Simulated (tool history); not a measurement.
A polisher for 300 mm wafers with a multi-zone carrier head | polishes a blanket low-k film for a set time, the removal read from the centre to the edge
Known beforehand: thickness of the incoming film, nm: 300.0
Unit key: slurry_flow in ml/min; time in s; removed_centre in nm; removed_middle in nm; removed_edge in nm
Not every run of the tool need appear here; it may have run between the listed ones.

| run | hour | slurry_flow | centre_zone | middle_zone | edge_zone | slurry_solids | time | removed_centre | removed_middle | removed_edge |
|---|---|---|---|---|---|---|---|---|---|---|
| 1 | 0.0 | 240 | 1.00 | 1.00 | 1.00 | 1.00 | 63 | 26.063 | 24.217 | 24.017 |
| 2 | 7.9 | 225 | 0.98 | 0.94 | 1.02 | 0.85 | 62 | 23.718 | 20.627 | 22.387 |
| 3 | 14.3 | 215 | 0.94 | 0.90 | 1.01 | 0.75 | 62 | 21.199 | 19.147 | 20.932 |
| 4 | 15.8 | 215 | 0.94 | 0.90 | 1.01 | 0.75 | 74 | 24.905 | 22.561 | 25.309 |
| 5 | 23.8 | 200 | 0.93 | 0.87 | 1.02 | 0.65 | 70 | 21.773 | 19.188 | 22.217 |
|  | 25.2 | centre zone pressure recalibrated |
| 6 | 25.2 | 190 | 0.92 | 0.85 | 1.03 | 0.60 | 68 | 19.026 | 17.660 | 20.394 |
| 7 | 25.8 | 185 | 0.95 | 0.84 | 1.05 | 0.55 | 67 | 18.733 | 16.300 | 19.968 |

Expected results for the next run?
| 8 | 26.8 | 175 | 0.95 | 0.83 | 1.04 | 0.55 | 66 | ? | ? | ? |

{"run 8": {"removed_centre": 18.159, "removed_middle": 15.881, "removed_edge": 19.456}}
